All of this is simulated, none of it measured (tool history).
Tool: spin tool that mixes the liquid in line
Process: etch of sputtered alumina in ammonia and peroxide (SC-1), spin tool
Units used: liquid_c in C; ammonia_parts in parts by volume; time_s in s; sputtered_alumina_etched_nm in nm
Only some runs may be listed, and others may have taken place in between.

{"run": 1, "day": 0.0, "liquid_c": 59.0, "ammonia_parts": 0.85, "time_s": 315, "sputtered_alumina_etched_nm": 23.287}
{"run": 2, "day": 0.271, "liquid_c": 63.0, "ammonia_parts": 0.85, "time_s": 315, "sputtered_alumina_etched_nm": 28.978}
{"run": 3, "day": 0.508, "liquid_c": 59.0, "ammonia_parts": 0.85, "time_s": 315, "sputtered_alumina_etched_nm": 23.761}
{"run": 4, "day": 0.833, "liquid_c": 55.5, "ammonia_parts": 0.85, "time_s": 315, "sputtered_alumina_etched_nm": 19.844}
{"run": 5, "day": 0.975, "liquid_c": 53.0, "ammonia_parts": 0.85, "time_s": 315, "sputtered_alumina_etched_nm": 17.098}
{"run": 6, "day": 1.05, "liquid_c": 51.5, "ammonia_parts": 0.85, "time_s": 315, "sputtered_alumina_etched_nm": 16.079}

Forecast run 7:
{"run": 7, "day": 1.383, "liquid_c": 51.5, "ammonia_parts": 0.85, "time_s": 315, "sputtered_alumina_etched_nm": "?"}

{"run 7": {"sputtered_alumina_etched_nm": 15.833}}
